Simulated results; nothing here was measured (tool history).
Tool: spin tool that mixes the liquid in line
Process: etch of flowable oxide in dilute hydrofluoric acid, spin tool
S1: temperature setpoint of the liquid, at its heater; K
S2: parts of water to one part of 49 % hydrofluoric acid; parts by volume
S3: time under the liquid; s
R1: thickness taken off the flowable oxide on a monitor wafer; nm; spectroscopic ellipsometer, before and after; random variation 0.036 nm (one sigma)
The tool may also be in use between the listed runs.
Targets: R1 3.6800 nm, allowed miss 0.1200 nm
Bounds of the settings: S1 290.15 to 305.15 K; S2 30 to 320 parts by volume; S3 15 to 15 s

run,hour,S1,S2,S3,R1
1,0.0,297.15,175,15,4.7769
2,3.0,295.65,175,15,4.4845
3,9.2,297.15,175,15,4.8126
4,16.1,295.65,175,15,4.4543
5,18.2,294.65,175,15,4.3202
6,19.0,293.65,175,15,4.1582
7,19.8,293.65,175,15,4.2045
8,20.8,293.65,175,15,4.1781
9,29.6,292.65,175,15,4.0843
10,33.9,292.15,175,15,3.9295

Which of these 4 next moves meets every target?
A,38.2,292.65,175,15,?
B,38.2,293.15,185,15,?
C,38.2,291.65,185,15,?
D,38.2,291.65,170,15,?

move,R1
A,4.0676
B,3.8849
C,3.6626
D,4.0444
A: further off than the last run
B: nearer than the last run, and not there yet
C: meets every target
D: further off than the last run
Move C is the one to make.
